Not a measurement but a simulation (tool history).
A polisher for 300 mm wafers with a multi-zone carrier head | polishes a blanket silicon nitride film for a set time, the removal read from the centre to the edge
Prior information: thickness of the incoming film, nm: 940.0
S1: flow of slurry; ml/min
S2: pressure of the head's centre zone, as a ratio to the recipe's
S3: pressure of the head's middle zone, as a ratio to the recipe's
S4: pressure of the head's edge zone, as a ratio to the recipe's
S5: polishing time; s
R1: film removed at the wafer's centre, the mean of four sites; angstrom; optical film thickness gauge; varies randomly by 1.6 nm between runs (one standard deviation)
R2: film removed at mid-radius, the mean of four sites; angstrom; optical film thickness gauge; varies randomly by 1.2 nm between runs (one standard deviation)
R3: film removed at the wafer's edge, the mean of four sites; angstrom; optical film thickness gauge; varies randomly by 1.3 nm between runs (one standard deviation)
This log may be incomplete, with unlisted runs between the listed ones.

run	hour	S1	S2	S3	S4	S5	R1	R2	R3
1	0	320	1	1	1	34	730.01	731.64	731.55
2	6.2	320	1.02	0.99	1.01	35	777.47	763.85	763.35
3	11.5	320	1.02	0.99	0.96	35	753.59	752.45	746.05
4	13.2	350	1.02	0.99	0.96	35	775.94	765.66	748.4
5	17.3	345	1.03	0.97	0.98	36	815.93	765.37	769.79
6	20	340	1.03	0.96	1	37	824.03	772.18	796.06
7	25.6	340	1.04	0.95	1.01	38	852.54	779.4	838.73

What does the tool deliver on the next run?
8	28.6	340	1.06	0.95	1.02	39	?	?	?

{"run 8": {"R1": 887.89, "R2": 831.71, "R3": 833.05}}

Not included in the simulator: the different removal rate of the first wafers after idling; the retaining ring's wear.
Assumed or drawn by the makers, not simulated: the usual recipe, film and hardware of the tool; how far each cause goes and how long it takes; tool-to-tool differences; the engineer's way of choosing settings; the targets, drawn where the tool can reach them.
